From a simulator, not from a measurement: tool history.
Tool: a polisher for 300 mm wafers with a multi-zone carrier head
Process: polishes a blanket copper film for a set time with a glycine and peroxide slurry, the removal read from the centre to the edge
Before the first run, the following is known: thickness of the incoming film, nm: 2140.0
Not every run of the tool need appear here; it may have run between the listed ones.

run	hour	flow of slurry (ml/min)	pressure of the head's centre zone	pressure of the head's middle zone	pressure of the head's edge zone	polishing time (s)	film removed at the wafer's centre (nm)	film removed at mid-radius (nm)	film removed at the wafer's edge (nm)
1	0	295	1	1	1	49	428.23	441.41	421.82
2	3.4	295	1	1	1.04	49	425.3	439.12	434.44
3	11.2	295	1.01	1	0.99	46	402.05	415.13	402.67
4	14	295	1.04	1.02	0.95	43	396.63	396.76	360.03
5	17.9	290	1.04	1.02	0.92	42	374.48	386.49	357.22
6	26.5	295	1.06	1.03	0.91	41	386.45	373.21	338.67
7	28.9	290	1.06	1.04	0.89	40	368.23	358.77	326.44
8	30.1	290	1.06	1.06	0.88	40	370.74	370.19	328.69

Estimate the outcome of run 9 from the log above:
9	32.3	290	1.06	1.07	0.87	40	?	?	?

film removed at the wafer's centre (nm): 373.06
film removed at mid-radius (nm): 371.71
film removed at the wafer's edge (nm): 328.43
